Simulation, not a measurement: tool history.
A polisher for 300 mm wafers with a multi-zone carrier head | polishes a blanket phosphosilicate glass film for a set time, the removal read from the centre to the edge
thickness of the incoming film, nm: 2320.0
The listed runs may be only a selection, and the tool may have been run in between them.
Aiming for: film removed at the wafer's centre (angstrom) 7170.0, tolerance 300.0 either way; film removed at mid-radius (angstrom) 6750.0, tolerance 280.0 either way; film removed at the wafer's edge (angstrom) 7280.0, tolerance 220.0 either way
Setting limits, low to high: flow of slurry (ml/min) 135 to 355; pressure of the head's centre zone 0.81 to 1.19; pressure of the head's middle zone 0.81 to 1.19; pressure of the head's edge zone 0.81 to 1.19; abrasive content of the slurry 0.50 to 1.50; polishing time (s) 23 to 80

run  hour  flow of slurry (ml/min)  pressure of the head's centre zone  pressure of the head's middle zone  pressure of the head's edge zone  abrasive content of the slurry  polishing time (s)  film removed at the wafer's centre (angstrom)  film removed at mid-radius (angstrom)  film removed at the wafer's edge (angstrom)
  1   0.0                      225                                1.00                                1.00                              1.00                            1.00                  51                                         6086.1                                 5659.6                                       5613.8
  2   5.9                      230                                1.00                                1.00                              1.02                            1.05                  51                                         6118.9                                 5810.0                                       5809.6
  3  12.6                      230                                0.92                                1.00                              1.02                            1.05                  51                                         5889.5                                 5734.8                                       5767.8
  4  17.7                      230                                0.92                                0.96                              1.02                            1.05                  51                                         5849.4                                 5570.3                                       5749.1
  5  25.0                      230                                0.99                                0.96                              1.02                            1.05                  51                                         6142.5                                 5680.5                                       5803.1
  6  32.1                      230                                1.00                                0.96                              1.04                            1.10                  51                                         6314.7                                 5660.1                                       5898.6
  7  34.0                      235                                0.99                                0.97                              1.05                            1.15                  51                                         6445.0                                 5873.4                                       6061.3
  8  42.5                      235                                0.98                                0.97                              1.06                            1.20                  51                                         6463.7                                 5914.3                                       6210.6
  9  43.8                      240                                0.98                                0.98                              1.07                            1.25                  51                                         6598.9                                 6152.6                                       6392.1
 10  48.8                      245                                0.98                                0.98                              1.08                            1.25                  51                                         6745.4                                 6167.5                                       6307.0
 11  56.1                      215                                0.92                                0.94                              1.13                            1.50                  52                                         6708.2                                 6362.3                                       7026.6
     57.8  -- centre zone pressure recalibrated
 12  57.8                      260                                0.95                                0.97                              1.15                            1.50                  52                                         6446.6                                 6743.6                                       7232.4
 13  61.1                      255                                0.96                                0.97                              1.15                            1.50                  52                                         6408.1                                 6649.5                                       7160.0
 14  66.9                      250                                0.97                                0.97                              1.15                            1.50                  52                                         6561.3                                 6659.4                                       7258.9
 15  75.9                      250                                0.98                                0.97                              1.14                            1.50                  52                                         6621.6                                 6704.6                                       7198.0
 16  80.4                      245                                0.99                                0.97                              1.14                            1.50                  52                                         6762.2                                 6618.3                                       7160.1

Below are 5 possible settings for the next run. Only one of them brings all results inside the allowed miss of their targets. Which is it?
  A  84.9                      280                                0.97                                0.97                              1.19                            1.50                  51                                              ?                                      ?                                            ?
  B  84.9                      220                                0.96                                1.02                              1.18                            1.45                  49                                              ?                                      ?                                            ?
  C  84.9                      315                                0.88                                0.94                              1.19                            1.50                  52                                              ?                                      ?                                            ?
  D  84.9                      280                                0.88                                0.87                              1.19                            1.50                  53                                              ?                                      ?                                            ?
  E  84.9                      245                                1.02                                0.94                              1.08                            1.45                  55                                              ?                                      ?                                            ?

move  film removed at the wafer's centre (angstrom)  film removed at mid-radius (angstrom)  film removed at the wafer's edge (angstrom)
   A                                         6591.4                                 6612.7                                       7216.0
   B                                         6009.3                                 6361.7                                       6669.6
   C                                         6290.8                                 6647.6                                       7426.7
   D                                         6325.8                                 6279.3                                       7509.0
   E                                         7195.8                                 6759.3                                       7254.6
A: lands further from the targets than the last run did
B: lands further from the targets than the last run did
C: lands further from the targets than the last run did
D: lands further from the targets than the last run did
E: all results in spec
E is the move that brings every result within its allowed miss.
